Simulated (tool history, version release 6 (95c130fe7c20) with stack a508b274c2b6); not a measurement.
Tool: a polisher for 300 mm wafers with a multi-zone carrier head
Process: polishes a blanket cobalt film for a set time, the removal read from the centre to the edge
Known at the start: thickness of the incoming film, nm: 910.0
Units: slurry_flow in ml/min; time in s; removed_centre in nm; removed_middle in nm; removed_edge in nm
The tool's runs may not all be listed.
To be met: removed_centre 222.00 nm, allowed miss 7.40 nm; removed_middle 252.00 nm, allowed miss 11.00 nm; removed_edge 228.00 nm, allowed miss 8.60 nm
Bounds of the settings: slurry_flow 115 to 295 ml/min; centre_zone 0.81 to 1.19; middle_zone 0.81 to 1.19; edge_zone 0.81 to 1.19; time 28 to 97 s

run	hour	slurry_flow	centre_zone	middle_zone	edge_zone	time	removed_centre	removed_middle	removed_edge
1	0.0	190	1.00	1.00	1.00	62	226.18	227.79	228.47
2	7.8	190	0.99	1.02	0.99	62	228.10	237.47	229.80
3	16.1	190	0.99	1.02	1.04	62	227.93	239.37	233.95
4	24.0	190	0.91	1.02	1.04	62	208.93	236.90	235.11
5	32.9	190	0.91	1.02	1.04	48	159.86	185.49	184.63
6	34.2	200	0.94	1.05	1.06	50	173.16	198.50	193.28
7	35.0	205	0.96	1.07	1.08	52	188.48	210.54	201.36
8	41.8	210	0.96	1.09	1.09	53	191.28	218.85	209.09
9	46.5	220	0.98	1.11	1.10	53	195.18	225.72	209.27

4 next moves are on the table. One of them brings every result within its allowed miss. Which?
A	51.2	215	1.05	1.19	1.16	56	?	?	?
B	51.2	215	0.88	1.13	1.10	50	?	?	?
C	51.2	205	1.10	0.97	1.16	54	?	?	?
D	51.2	205	0.88	1.10	1.16	62	?	?	?

move	removed_centre	removed_middle	removed_edge
A	217.83	253.74	229.18
B	163.13	216.88	199.29
C	218.03	204.10	220.54
D	200.74	261.02	252.78
A: meets every target
B: further off than the last run
C: brings the result that was furthest off to its target, and leaves another outside
D: nearer than the last run, and not there yet
The right move is A.

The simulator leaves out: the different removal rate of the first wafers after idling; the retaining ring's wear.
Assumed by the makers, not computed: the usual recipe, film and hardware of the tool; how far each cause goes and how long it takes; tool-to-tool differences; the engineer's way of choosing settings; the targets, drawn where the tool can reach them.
